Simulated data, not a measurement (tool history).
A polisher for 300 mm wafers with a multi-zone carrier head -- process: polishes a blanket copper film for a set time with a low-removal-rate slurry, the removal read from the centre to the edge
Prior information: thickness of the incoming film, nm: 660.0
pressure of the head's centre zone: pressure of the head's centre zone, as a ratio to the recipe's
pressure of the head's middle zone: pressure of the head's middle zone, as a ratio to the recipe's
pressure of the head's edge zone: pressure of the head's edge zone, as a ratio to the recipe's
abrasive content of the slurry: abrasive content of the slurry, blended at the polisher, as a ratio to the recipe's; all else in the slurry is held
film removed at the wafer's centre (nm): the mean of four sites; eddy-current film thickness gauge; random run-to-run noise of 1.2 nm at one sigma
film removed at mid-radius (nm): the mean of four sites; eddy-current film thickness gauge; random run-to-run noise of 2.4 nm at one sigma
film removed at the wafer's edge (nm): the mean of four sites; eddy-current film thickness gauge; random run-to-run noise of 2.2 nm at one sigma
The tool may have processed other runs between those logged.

run	day	flow of slurry (ml/min)	pressure of the head's centre zone	pressure of the head's middle zone	pressure of the head's edge zone	abrasive content of the slurry	polishing time (s)	film removed at the wafer's centre (nm)	film removed at mid-radius (nm)	film removed at the wafer's edge (nm)
1	0	290	1	1	1	1	45	140	139.93	147.49
2	0.075	290	1.01	1.02	1.02	1.1	45	144.77	149.21	149.12
3	0.404	290	0.96	1.02	1.02	1.1	45	138.97	144.65	149.32
4	0.738	335	0.96	1.02	1.02	1.1	45	140.4	148.83	149.93
5	0.95	365	0.96	1.02	1.02	1.1	45	140.38	153.13	149.33
6	1.25	355	0.96	1.02	1.03	1.15	46	146.56	151.72	159.34
7	1.483	355	0.97	1.04	1.05	1.2	46	148.63	161.31	159.28
8	1.725	355	0.98	1.04	1.06	1.25	46	150.2	159	160.96
9	1.75	355	0.99	1.05	1.07	1.3	46	155.69	162.19	163.69
10	1.975	355	0.99	1.06	1.08	1.35	46	157.08	163.69	167.4
11	2.271	355	0.99	1.07	1.09	1.4	46	159.5	168.37	167.38
12	2.292	355	0.99	1.08	1.1	1.4	46	158.73	166.01	175.27

Expected results for the next run?
13	2.408	360	1	1.09	1.1	1.4	46	?	?	?

film removed at the wafer's centre (nm): 161.3
film removed at mid-radius (nm): 170.25
film removed at the wafer's edge (nm): 169.67

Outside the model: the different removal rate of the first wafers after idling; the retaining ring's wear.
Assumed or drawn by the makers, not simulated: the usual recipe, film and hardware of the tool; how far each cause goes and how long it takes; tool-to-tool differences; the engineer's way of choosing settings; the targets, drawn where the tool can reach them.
